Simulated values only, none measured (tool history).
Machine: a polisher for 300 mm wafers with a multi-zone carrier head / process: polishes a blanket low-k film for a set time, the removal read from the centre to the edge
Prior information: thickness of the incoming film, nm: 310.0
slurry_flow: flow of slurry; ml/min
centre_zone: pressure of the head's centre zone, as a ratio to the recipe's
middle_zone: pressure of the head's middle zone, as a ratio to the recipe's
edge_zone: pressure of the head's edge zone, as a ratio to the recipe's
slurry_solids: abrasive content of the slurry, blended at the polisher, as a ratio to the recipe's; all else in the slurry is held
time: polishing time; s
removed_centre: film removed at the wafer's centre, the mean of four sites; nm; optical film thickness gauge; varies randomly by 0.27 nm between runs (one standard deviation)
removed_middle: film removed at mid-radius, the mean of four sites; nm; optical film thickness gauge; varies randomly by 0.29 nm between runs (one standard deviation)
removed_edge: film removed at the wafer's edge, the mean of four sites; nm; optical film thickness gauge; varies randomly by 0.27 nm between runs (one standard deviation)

{"run": 1, "hour": 0.0, "slurry_flow": 320, "centre_zone": 1, "middle_zone": 1, "edge_zone": 1, "slurry_solids": 1, "time": 41, "removed_centre": 15.569, "removed_middle": 15.741, "removed_edge": 15.849}
{"run": 2, "hour": 5.1, "slurry_flow": 320, "centre_zone": 1.01, "middle_zone": 1.02, "edge_zone": 1.01, "slurry_solids": 1.1, "time": 42, "removed_centre": 16.695, "removed_middle": 16.922, "removed_edge": 17.327}
{"run": 3, "hour": 5.9, "slurry_flow": 390, "centre_zone": 1.01, "middle_zone": 1.02, "edge_zone": 1.01, "slurry_solids": 1.1, "time": 42, "removed_centre": 17.199, "removed_middle": 17.122, "removed_edge": 17.533}
{"run": 4, "hour": 11.1, "slurry_flow": 390, "centre_zone": 1.01, "middle_zone": 1.02, "edge_zone": 1.01, "slurry_solids": 1.3, "time": 42, "removed_centre": 18.435, "removed_middle": 18.341, "removed_edge": 18.907}
{"run": 5, "hour": 19.1, "slurry_flow": 390, "centre_zone": 0.96, "middle_zone": 1.02, "edge_zone": 1.01, "slurry_solids": 1.3, "time": 42, "removed_centre": 17.741, "removed_middle": 18.481, "removed_edge": 18.651}
{"run": 6, "hour": 26.2, "slurry_flow": 390, "centre_zone": 0.97, "middle_zone": 1.04, "edge_zone": 1.01, "slurry_solids": 1.35, "time": 43, "removed_centre": 18.139, "removed_middle": 19.412, "removed_edge": 19.177}
{"run": 7, "hour": 28.3, "slurry_flow": 390, "centre_zone": 0.99, "middle_zone": 1.05, "edge_zone": 1.01, "slurry_solids": 1.35, "time": 44, "removed_centre": 19.276, "removed_middle": 20.115, "removed_edge": 19.707}
{"run": 8, "hour": 30.7, "slurry_flow": 390, "centre_zone": 1, "middle_zone": 1.06, "edge_zone": 1.02, "slurry_solids": 1.35, "time": 45, "removed_centre": 19.636, "removed_middle": 20.762, "removed_edge": 20.492}

The next listed run, before its measurement:
{"run": 9, "hour": 31.7, "slurry_flow": 390, "centre_zone": 1.02, "middle_zone": 1.07, "edge_zone": 1.02, "slurry_solids": 1.35, "time": 45, "removed_centre": "?", "removed_middle": "?", "removed_edge": "?"}

removed_centre: 20.084 nm
removed_middle: 20.838 nm
removed_edge: 20.126 nm
